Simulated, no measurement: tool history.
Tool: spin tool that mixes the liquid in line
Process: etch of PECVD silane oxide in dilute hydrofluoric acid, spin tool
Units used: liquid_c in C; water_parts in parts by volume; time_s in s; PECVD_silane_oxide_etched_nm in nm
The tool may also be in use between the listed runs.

run,hour,liquid_c,water_parts,time_s,PECVD_silane_oxide_etched_nm
1,0.0,21.0,195,160,18.586
2,4.0,21.0,195,170,19.766
3,7.1,23.0,195,170,21.413
4,11.3,23.0,220,170,18.460
5,16.4,24.5,215,170,20.084
6,23.3,25.5,210,170,21.379
7,27.7,26.5,205,170,22.783
8,31.0,27.0,200,170,23.949
9,37.3,27.5,200,170,24.450
10,38.3,28.0,200,170,24.824

Run 11, settings as shown, results not yet in. Your forecast:
11,43.2,28.5,200,170,?

Run 11 measured PECVD_silane_oxide_etched_nm 25.268 nm.
